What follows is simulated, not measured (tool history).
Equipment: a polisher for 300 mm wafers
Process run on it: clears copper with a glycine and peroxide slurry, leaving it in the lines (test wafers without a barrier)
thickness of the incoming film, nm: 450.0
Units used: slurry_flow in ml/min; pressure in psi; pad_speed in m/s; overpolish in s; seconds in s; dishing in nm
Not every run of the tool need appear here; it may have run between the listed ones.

{"run": 1, "day": 0.0, "slurry_flow": 320, "pressure": 3.1, "pad_speed": 1.06, "overpolish": 24, "seconds": 81.296, "dishing": 90.077}
{"run": 2, "day": 0.188, "slurry_flow": 305, "pressure": 2.7, "pad_speed": 1.06, "overpolish": 20, "seconds": 92.935, "dishing": 73.0}
{"run": 3, "day": 0.367, "slurry_flow": 350, "pressure": 2.4, "pad_speed": 1.06, "overpolish": 17, "seconds": 98.65, "dishing": 58.047}
{"run": 4, "day": 0.642, "slurry_flow": 350, "pressure": 2.4, "pad_speed": 1.28, "overpolish": 17, "seconds": 86.764, "dishing": 66.186}
{"run": 5, "day": 0.8, "slurry_flow": 350, "pressure": 2.4, "pad_speed": 1.54, "overpolish": 17, "seconds": 71.718, "dishing": 74.516}
{"run": 6, "day": 0.892, "slurry_flow": 350, "pressure": 2.4, "pad_speed": 1.54, "overpolish": 8, "seconds": 72.668, "dishing": 40.726}
{"run": 7, "day": 1.088, "slurry_flow": 345, "pressure": 2.2, "pad_speed": 1.46, "overpolish": 8, "seconds": 82.887, "dishing": 36.038}
{"run": 8, "day": 1.429, "slurry_flow": 320, "pressure": 2.0, "pad_speed": 1.42, "overpolish": 9, "seconds": 93.254, "dishing": 36.283}
{"run": 9, "day": 1.712, "slurry_flow": 300, "pressure": 1.9, "pad_speed": 1.42, "overpolish": 10, "seconds": 96.332, "dishing": 38.156}
{"run": 10, "day": 2.029, "slurry_flow": 305, "pressure": 1.4, "pad_speed": 1.24, "overpolish": 11, "seconds": 138.4, "dishing": 30.242}
{"run": 11, "day": 2.175, "slurry_flow": 320, "pressure": 1.4, "pad_speed": 1.24, "overpolish": 11, "seconds": 135.93, "dishing": 30.868}

The next listed run, before its measurement:
{"day": 2.408, "done": "slurry nozzle cleaned"}
{"run": 12, "day": 2.408, "slurry_flow": 330, "pressure": 1.4, "pad_speed": 1.24, "overpolish": 11, "seconds": "?", "dishing": "?"}

{"run 12": {"seconds": 130.33, "dishing": 32.137}}
